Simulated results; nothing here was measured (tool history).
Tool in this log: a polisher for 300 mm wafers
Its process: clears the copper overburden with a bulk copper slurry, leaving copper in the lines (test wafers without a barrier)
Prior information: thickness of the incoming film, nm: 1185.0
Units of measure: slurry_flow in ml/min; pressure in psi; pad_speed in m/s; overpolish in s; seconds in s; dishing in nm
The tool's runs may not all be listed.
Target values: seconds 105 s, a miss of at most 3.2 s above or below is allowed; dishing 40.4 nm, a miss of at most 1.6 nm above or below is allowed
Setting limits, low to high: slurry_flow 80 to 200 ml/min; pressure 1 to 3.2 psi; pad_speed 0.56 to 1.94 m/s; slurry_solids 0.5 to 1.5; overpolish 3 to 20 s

run	hour	slurry_flow	pressure	pad_speed	slurry_solids	overpolish	seconds	dishing
1	0	130	2.1	1.24	1	10	149.34	32.669
2	7.3	130	2.1	0.96	1	10	189.24	29.088
3	12.3	135	2.3	0.96	1	10	174.32	30.633
4	18.6	135	2.3	0.96	1	14	175.72	34.759
5	22.3	140	2.5	0.98	1	13	160.08	35.048
6	27.9	140	2.5	0.98	0.8	13	163.79	35.514
7	34.8	145	2.6	1.02	0.8	13	150.21	36.602
8	40.9	150	2.7	1.04	0.8	13	144.78	37.272
9	45.9	150	2.8	1.08	0.8	13	135.08	37.359
10	49.8	150	2.9	1.1	0.8	13	127.91	38.155
11	55	150	3	1.12	0.8	13	120.65	39.207
12	61.1	150	3	1.14	0.8	13	119.55	39.606
13	64.9	150	3	1.16	0.8	13	116.37	39.243
14	73.3	150	3.1	1.18	0.8	13	112.04	39.486
15	76	155	3.1	1.18	0.8	13	112.47	39.01
16	81.8	155	3.1	1.2	0.8	13	108.69	39.941
17	89.8	165	3.1	1.2	0.8	13	108.75	40.101

Consider the 4 candidate settings below. Which is the only one whose results all fall within their allowed miss of target?
A	97.8	145	3	1.26	0.7	13	?	?
B	97.8	130	3.1	1.2	0.8	14	?	?
C	97.8	150	3.2	1.3	0.5	12	?	?
D	97.8	160	3.2	1.1	0.8	14	?	?

move	seconds	dishing
A	110.42	40.005
B	112.13	40.577
C	104.79	40.071
D	114.86	40.55
A: lands further from the targets than the last run did
B: lands further from the targets than the last run did
C: every result within its allowed miss
D: lands further from the targets than the last run did
Answer: C
